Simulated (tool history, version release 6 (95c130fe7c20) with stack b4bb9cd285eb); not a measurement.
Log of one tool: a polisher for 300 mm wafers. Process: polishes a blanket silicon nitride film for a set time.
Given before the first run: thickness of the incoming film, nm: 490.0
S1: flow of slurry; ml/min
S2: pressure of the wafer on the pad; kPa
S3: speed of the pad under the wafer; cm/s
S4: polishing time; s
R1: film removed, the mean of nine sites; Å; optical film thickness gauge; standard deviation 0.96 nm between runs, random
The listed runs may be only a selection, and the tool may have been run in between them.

run	hour	S1	S2	S3	S4	R1
1	0.0	305	22.8	134	29	506.67
2	1.0	260	22.8	134	29	512.11
3	4.3	260	24.1	134	29	543.10
4	8.6	260	25.5	134	29	574.18
5	17.2	260	25.5	162	29	659.34
6	20.6	305	25.5	162	29	687.37
7	22.9	310	26.9	162	29	733.35

For run 8, what comes out?
8	30.8	310	26.9	162	29	?

R1: 697.57 Å
